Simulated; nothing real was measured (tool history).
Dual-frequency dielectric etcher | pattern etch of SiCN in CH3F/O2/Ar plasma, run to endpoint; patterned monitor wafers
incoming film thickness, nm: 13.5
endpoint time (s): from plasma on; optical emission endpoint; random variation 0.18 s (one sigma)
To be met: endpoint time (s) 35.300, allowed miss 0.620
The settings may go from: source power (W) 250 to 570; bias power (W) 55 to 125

run 1 hour=0.0 | source_power_(W)=410 bias_power_(W)=90 | endpoint_time_(s)=32.108
run 2 hour=8.0 | source_power_(W)=410 bias_power_(W)=97 | endpoint_time_(s)=30.823
run 3 hour=11.5 | source_power_(W)=410 bias_power_(W)=88 | endpoint_time_(s)=32.509
run 4 hour=17.2 | source_power_(W)=400 bias_power_(W)=88 | endpoint_time_(s)=32.668
run 5 hour=24.2 | source_power_(W)=440 bias_power_(W)=88 | endpoint_time_(s)=31.813
run 6 hour=30.4 | source_power_(W)=440 bias_power_(W)=103 | endpoint_time_(s)=29.759
run 7 hour=36.8 | source_power_(W)=410 bias_power_(W)=100 | endpoint_time_(s)=30.773
run 8 hour=42.5 | source_power_(W)=390 bias_power_(W)=98 | endpoint_time_(s)=31.122
run 9 hour=49.8 | source_power_(W)=370 bias_power_(W)=95 | endpoint_time_(s)=31.989
run 10 hour=53.5 | source_power_(W)=360 bias_power_(W)=93 | endpoint_time_(s)=32.291
run 11 hour=56.1 | source_power_(W)=350 bias_power_(W)=91 | endpoint_time_(s)=33.043
run 12 hour=61.6 | source_power_(W)=350 bias_power_(W)=91 | endpoint_time_(s)=33.044
run 13 hour=66.7 | source_power_(W)=340 bias_power_(W)=90 | endpoint_time_(s)=33.670
run 14 hour=72.4 | source_power_(W)=330 bias_power_(W)=90 | endpoint_time_(s)=33.755
run 15 hour=73.3 | source_power_(W)=320 bias_power_(W)=90 | endpoint_time_(s)=33.862
run 16 hour=73.8 | source_power_(W)=310 bias_power_(W)=90 | endpoint_time_(s)=34.225
run 17 hour=81.5 | source_power_(W)=300 bias_power_(W)=90 | endpoint_time_(s)=34.459

4 next moves are on the table. One of them brings every result within its allowed miss. Which?
run A hour=89.2 | source_power_(W)=340 bias_power_(W)=96 | endpoint_time_(s)=?
run B hour=89.2 | source_power_(W)=300 bias_power_(W)=85 | endpoint_time_(s)=?
run C hour=89.2 | source_power_(W)=330 bias_power_(W)=90 | endpoint_time_(s)=?
run D hour=89.2 | source_power_(W)=300 bias_power_(W)=97 | endpoint_time_(s)=?

move=A endpoint_time_(s)=32.537
move=B endpoint_time_(s)=35.260
move=C endpoint_time_(s)=33.699
move=D endpoint_time_(s)=33.240
A: further off than the last run
B: meets every target
C: further off than the last run
D: further off than the last run
Answer: B
